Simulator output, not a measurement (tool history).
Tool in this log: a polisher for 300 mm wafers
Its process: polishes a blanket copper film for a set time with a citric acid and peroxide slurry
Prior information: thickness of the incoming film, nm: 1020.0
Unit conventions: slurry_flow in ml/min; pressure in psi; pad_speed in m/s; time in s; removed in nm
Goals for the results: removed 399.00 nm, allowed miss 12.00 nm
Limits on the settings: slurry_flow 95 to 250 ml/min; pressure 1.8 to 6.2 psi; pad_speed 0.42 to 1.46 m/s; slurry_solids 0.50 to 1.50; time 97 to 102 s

run	hour	slurry_flow	pressure	pad_speed	slurry_solids	time	removed
1	0.0	160	4.0	0.94	1.00	97	311.58
2	5.2	160	4.0	0.94	0.90	97	299.48
3	10.8	160	3.5	0.94	0.90	97	264.97
4	12.8	160	3.5	0.94	0.75	97	252.24
5	13.4	165	4.0	0.94	0.75	97	284.85
6	15.3	165	4.5	0.94	0.75	97	315.52
7	16.6	170	4.8	0.94	0.75	97	347.54
8	24.3	215	5.2	0.94	0.75	97	378.60

5 next moves are on the table. One of them brings every result within its allowed miss. Which?
A	32.0	250	5.7	0.82	0.55	100	?
B	32.0	220	4.5	0.96	0.90	99	?
C	32.0	185	4.9	1.04	0.80	98	?
D	32.0	230	4.3	1.18	0.55	97	?
E	32.0	235	4.3	0.96	0.80	102	?

move	removed
A	342.70
B	360.75
C	396.30
D	356.66
E	346.17
A: its largest miss is bigger than the last run's
B: its largest miss is bigger than the last run's
C: meets every target
D: its largest miss is bigger than the last run's
E: its largest miss is bigger than the last run's
C meets every target.

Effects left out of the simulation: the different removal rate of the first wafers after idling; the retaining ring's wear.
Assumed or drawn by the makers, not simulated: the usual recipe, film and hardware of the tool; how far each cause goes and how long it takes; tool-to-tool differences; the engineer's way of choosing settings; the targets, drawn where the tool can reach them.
